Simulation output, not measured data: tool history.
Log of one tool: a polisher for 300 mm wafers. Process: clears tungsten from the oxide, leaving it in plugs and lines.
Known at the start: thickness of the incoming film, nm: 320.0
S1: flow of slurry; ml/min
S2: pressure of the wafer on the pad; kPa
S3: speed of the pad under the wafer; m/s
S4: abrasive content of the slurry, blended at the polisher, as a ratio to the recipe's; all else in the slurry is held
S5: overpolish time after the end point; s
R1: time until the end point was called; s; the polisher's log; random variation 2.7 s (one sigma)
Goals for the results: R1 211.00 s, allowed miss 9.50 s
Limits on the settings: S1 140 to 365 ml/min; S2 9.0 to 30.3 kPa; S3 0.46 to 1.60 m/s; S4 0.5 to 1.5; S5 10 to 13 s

run	day	S1	S2	S3	S4	S5	R1
1	0.000	235	19.3	1.02	1.0	13	109.27
2	0.275	235	17.9	1.00	1.0	13	120.14
3	0.621	235	17.2	0.98	1.0	13	126.20
4	0.912	235	16.5	0.96	1.0	13	131.73
5	1.188	235	15.9	0.94	1.0	13	139.94
6	1.425	205	15.9	0.94	1.0	13	143.59
7	1.450	205	15.2	0.94	1.0	13	150.23
8	1.608	205	14.5	0.94	1.0	13	155.14
9	1.775	205	13.8	0.94	1.0	13	169.53
10	2.108	200	11.7	0.94	1.0	13	190.78

Which single option among these 4 for the next run brings every result within its allowed miss of target? Just one does.
A	2.442	235	14.5	0.82	0.9	10	?
B	2.442	175	11.7	1.02	1.0	13	?
C	2.442	195	11.7	1.06	0.9	13	?
D	2.442	170	11.0	0.92	1.2	13	?

move	R1
A	183.82
B	186.14
C	180.11
D	210.56
A: its largest miss is bigger than the last run's
B: its largest miss is bigger than the last run's
C: its largest miss is bigger than the last run's
D: all results land within tolerance of their targets
The move that meets every target is D.
